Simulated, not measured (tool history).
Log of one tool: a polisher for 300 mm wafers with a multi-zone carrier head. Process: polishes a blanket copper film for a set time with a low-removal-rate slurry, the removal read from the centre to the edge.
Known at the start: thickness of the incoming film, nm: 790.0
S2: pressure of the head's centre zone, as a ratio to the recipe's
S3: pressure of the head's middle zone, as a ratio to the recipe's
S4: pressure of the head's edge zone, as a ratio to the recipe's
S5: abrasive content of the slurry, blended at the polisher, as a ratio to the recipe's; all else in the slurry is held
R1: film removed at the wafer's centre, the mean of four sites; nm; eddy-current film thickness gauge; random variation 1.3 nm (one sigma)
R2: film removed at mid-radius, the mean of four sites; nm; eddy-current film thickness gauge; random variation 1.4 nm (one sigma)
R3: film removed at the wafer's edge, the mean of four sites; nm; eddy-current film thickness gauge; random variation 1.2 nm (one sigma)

{"run": 1, "hour": 0.0, "flow of slurry (ml/min)": 210, "S2": 1.0, "S3": 1.0, "S4": 1.0, "S5": 1.0, "polishing time (s)": 50, "R1": 241.3, "R2": 231.54, "R3": 241.94}
{"run": 2, "hour": 1.2, "flow of slurry (ml/min)": 210, "S2": 1.0, "S3": 1.0, "S4": 1.0, "S5": 1.0, "polishing time (s)": 45, "R1": 216.79, "R2": 206.49, "R3": 213.09}
{"run": 3, "hour": 9.5, "flow of slurry (ml/min)": 205, "S2": 0.98, "S3": 0.98, "S4": 0.98, "S5": 0.9, "polishing time (s)": 43, "R1": 197.61, "R2": 194.33, "R3": 202.23}
{"run": 4, "hour": 16.5, "flow of slurry (ml/min)": 205, "S2": 0.98, "S3": 0.98, "S4": 0.98, "S5": 0.75, "polishing time (s)": 43, "R1": 193.56, "R2": 185.08, "R3": 196.0}
{"run": 5, "hour": 17.1, "flow of slurry (ml/min)": 200, "S2": 0.97, "S3": 0.97, "S4": 0.97, "S5": 0.7, "polishing time (s)": 41, "R1": 183.76, "R2": 173.45, "R3": 184.31}
{"run": 6, "hour": 20.2, "flow of slurry (ml/min)": 195, "S2": 0.96, "S3": 0.96, "S4": 0.96, "S5": 0.65, "polishing time (s)": 39, "R1": 168.45, "R2": 160.09, "R3": 170.16}
{"run": 7, "hour": 26.4, "flow of slurry (ml/min)": 190, "S2": 0.95, "S3": 0.94, "S4": 0.94, "S5": 0.65, "polishing time (s)": 38, "R1": 160.32, "R2": 155.49, "R3": 163.59}
{"run": 8, "hour": 30.1, "flow of slurry (ml/min)": 185, "S2": 0.95, "S3": 0.92, "S4": 0.93, "S5": 0.65, "polishing time (s)": 37, "R1": 152.87, "R2": 146.87, "R3": 157.78}
{"run": 9, "hour": 36.3, "flow of slurry (ml/min)": 180, "S2": 0.95, "S3": 0.9, "S4": 0.91, "S5": 0.65, "polishing time (s)": 37, "R1": 151.84, "R2": 140.46, "R3": 158.33}
{"run": 10, "hour": 42.6, "flow of slurry (ml/min)": 180, "S2": 0.95, "S3": 0.9, "S4": 0.9, "S5": 0.65, "polishing time (s)": 36, "R1": 149.38, "R2": 143.91, "R3": 153.19}
{"run": 11, "hour": 45.8, "flow of slurry (ml/min)": 175, "S2": 0.95, "S3": 0.89, "S4": 0.89, "S5": 0.65, "polishing time (s)": 36, "R1": 147.98, "R2": 136.34, "R3": 153.11}
{"run": 12, "hour": 47.5, "flow of slurry (ml/min)": 175, "S2": 0.95, "S3": 0.89, "S4": 0.88, "S5": 0.65, "polishing time (s)": 36, "R1": 151.74, "R2": 133.75, "R3": 150.23}
{"run": 13, "hour": 55.6, "flow of slurry (ml/min)": 175, "S2": 0.95, "S3": 0.89, "S4": 0.88, "S5": 0.65, "polishing time (s)": 36, "R1": 150.07, "R2": 141.56, "R3": 150.49}

Run 14 comes next. What will it give?
{"run": 14, "hour": 63.5, "flow of slurry (ml/min)": 170, "S2": 0.94, "S3": 0.88, "S4": 0.87, "S5": 0.65, "polishing time (s)": 36, "R1": "?", "R2": "?", "R3": "?"}

{"run 14": {"R1": 147.78, "R2": 137.83, "R3": 149.83}}

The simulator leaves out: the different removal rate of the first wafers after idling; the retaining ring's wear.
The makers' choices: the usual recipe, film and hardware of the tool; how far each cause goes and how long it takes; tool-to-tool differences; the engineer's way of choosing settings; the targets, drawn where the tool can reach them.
